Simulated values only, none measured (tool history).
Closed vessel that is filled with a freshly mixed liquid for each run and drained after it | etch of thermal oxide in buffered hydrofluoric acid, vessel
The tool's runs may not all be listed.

| run | day | temperature setpoint of the liquid (C) | parts of 40 % ammonium fluoride to one part of 49 % hydrofluoric acid (parts by volume) | time in the liquid (s) | thickness taken off the thermal oxide on a monitor wafer (Å) |
|---|---|---|---|---|---|
| 1 | 0.000 | 24.0 | 10.0 | 105 | 1224.7 |
| 2 | 0.250 | 25.0 | 10.0 | 105 | 1302.3 |
| 3 | 0.512 | 25.5 | 10.0 | 105 | 1334.4 |
| 4 | 0.683 | 28.0 | 10.0 | 105 | 1520.4 |
| 5 | 0.742 | 27.5 | 10.0 | 105 | 1505.1 |
| 6 | 0.779 | 27.5 | 13.0 | 105 | 1141.4 |
| 7 | 1.092 | 29.0 | 13.0 | 105 | 1255.2 |
| 8 | 1.421 | 29.5 | 13.0 | 105 | 1288.9 |

Run 9, settings as shown, results not yet in. Your forecast:
| 9 | 1.650 | 30.0 | 13.0 | 105 | ? |

{"run 9": {"thickness taken off the thermal oxide on a monitor wafer (Å)": 1295.6}}

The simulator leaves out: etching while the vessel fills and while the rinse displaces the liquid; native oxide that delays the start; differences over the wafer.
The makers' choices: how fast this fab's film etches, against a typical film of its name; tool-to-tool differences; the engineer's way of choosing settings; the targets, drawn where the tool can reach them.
